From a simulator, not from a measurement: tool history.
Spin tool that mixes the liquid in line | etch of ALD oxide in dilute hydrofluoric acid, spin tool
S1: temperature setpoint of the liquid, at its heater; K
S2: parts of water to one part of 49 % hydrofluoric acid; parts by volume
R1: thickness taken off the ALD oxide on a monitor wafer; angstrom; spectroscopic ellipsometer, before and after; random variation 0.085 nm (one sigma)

run 1 hour=0 | S1=294.15 S2=135 time_under_the_liquid_(s)=245 | R1=173.21
run 2 hour=2.2 | S1=294.15 S2=135 time_under_the_liquid_(s)=260 | R1=178.9
run 3 hour=5.8 | S1=293.15 S2=145 time_under_the_liquid_(s)=260 | R1=157.37
run 4 hour=9.5 | S1=293.15 S2=145 time_under_the_liquid_(s)=260 | R1=161.19
run 5 hour=16.2 | S1=291.65 S2=145 time_under_the_liquid_(s)=260 | R1=150.08
run 6 hour=22.7 | S1=291.15 S2=150 time_under_the_liquid_(s)=260 | R1=143.36
run 7 hour=30.8 | S1=291.15 S2=155 time_under_the_liquid_(s)=260 | R1=139.46
run 8 hour=34.4 | S1=291.15 S2=160 time_under_the_liquid_(s)=260 | R1=130.9
run 9 hour=42.2 | S1=291.15 S2=165 time_under_the_liquid_(s)=260 | R1=127.67
run 10 hour=49.9 | S1=291.15 S2=170 time_under_the_liquid_(s)=260 | R1=121.11

Run 11 comes next. What will it give?
run 11 hour=52.6 | S1=291.15 S2=175 time_under_the_liquid_(s)=260 | R1=?

R1: 117.87 angstrom
